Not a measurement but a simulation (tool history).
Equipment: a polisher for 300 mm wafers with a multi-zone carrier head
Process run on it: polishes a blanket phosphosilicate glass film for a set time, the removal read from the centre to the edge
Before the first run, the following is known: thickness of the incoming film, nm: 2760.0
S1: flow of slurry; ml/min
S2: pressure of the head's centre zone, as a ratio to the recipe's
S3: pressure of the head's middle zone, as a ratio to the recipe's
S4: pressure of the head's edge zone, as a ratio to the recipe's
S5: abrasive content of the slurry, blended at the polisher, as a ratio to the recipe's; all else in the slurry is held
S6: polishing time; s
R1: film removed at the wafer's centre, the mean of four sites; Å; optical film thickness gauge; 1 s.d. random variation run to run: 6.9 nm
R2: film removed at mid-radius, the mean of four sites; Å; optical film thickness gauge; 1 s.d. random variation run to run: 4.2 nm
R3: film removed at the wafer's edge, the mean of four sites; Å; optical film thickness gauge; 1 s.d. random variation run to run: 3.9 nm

run  hour   S1    S2    S3    S4    S5  S6      R1      R2      R3
  1   0.0  150  1.00  1.00  1.00  1.00  85  6821.6  6639.3  6717.4
  2   4.6  150  1.00  1.00  1.00  0.85  85  6349.9  6157.7  6068.1
  3   8.8  140  1.02  0.94  0.97  0.80  85  6186.2  5587.6  5837.5
  4  14.3  140  1.02  0.94  1.01  0.80  85  6019.1  5582.7  5911.0
  5  16.1  140  1.11  0.94  1.01  0.80  85  6785.7  5539.5  5924.5
  6  17.8  140  1.11  0.94  0.97  0.80  85  6676.7  5582.4  5724.2
  7  23.4  130  1.12  0.90  0.94  0.75  85  6374.8  5131.1  5406.4
  8  28.6  120  1.12  0.87  0.92  0.75  85  6239.5  4858.1  5382.8
  9  36.2  115  1.12  0.86  0.89  0.75  85  6187.0  4774.7  5158.1
 10  39.1  110  1.12  0.85  0.88  0.75  85  6049.7  4630.2  5208.7

Run 11, settings as shown, results not yet in. Your forecast:
 11  45.0  105  1.12  0.85  0.86  0.75  85   ?   ?   ?

Run 11 gave R1 5919.9 Å, R2 4579.4 Å, R3 5132.1 Å.
